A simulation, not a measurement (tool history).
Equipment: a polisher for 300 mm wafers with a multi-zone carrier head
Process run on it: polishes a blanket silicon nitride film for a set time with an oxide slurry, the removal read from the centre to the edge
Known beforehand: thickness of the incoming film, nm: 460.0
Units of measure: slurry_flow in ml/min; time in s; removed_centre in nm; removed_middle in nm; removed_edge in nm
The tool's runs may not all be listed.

run  hour  slurry_flow  centre_zone  middle_zone  edge_zone  slurry_solids  time  removed_centre  removed_middle  removed_edge
  1     0          315            1            1          1              1    36          29.978          30.323         30.82
  2   5.9          315         1.07            1          1              1    36          32.834          30.108         30.94
  3   8.8          315         1.06         0.98       0.98            0.9    34          29.085          26.482        27.383
  4  10.9          315         1.11         0.98       0.98            0.9    34          29.937          26.405        27.101
  5  11.4          315         1.11         0.98       0.98            0.9    41          35.899          32.325        33.096
  6  13.8          315         1.19         0.98       0.98            0.9    41          40.112          32.125        32.684
  7  22.2          310         1.17         0.97       0.96           0.85    39          35.151          29.093        30.494
  8  28.2          345         1.16         1.02       0.92            0.6    29           21.41          18.902        18.185
  9  31.2          345         1.14            1       0.91            0.6    29          21.438          18.593        17.998
 10  34.2          340         1.12         0.99       0.91            0.6    29          20.825          18.401        17.995

The next listed run, before its measurement:
 11  34.9          335          1.1         0.98       0.91            0.6    29               ?               ?             ?

Run 11 came out at removed_centre 20.69 nm, removed_middle 18.067 nm, removed_edge 17.966 nm.
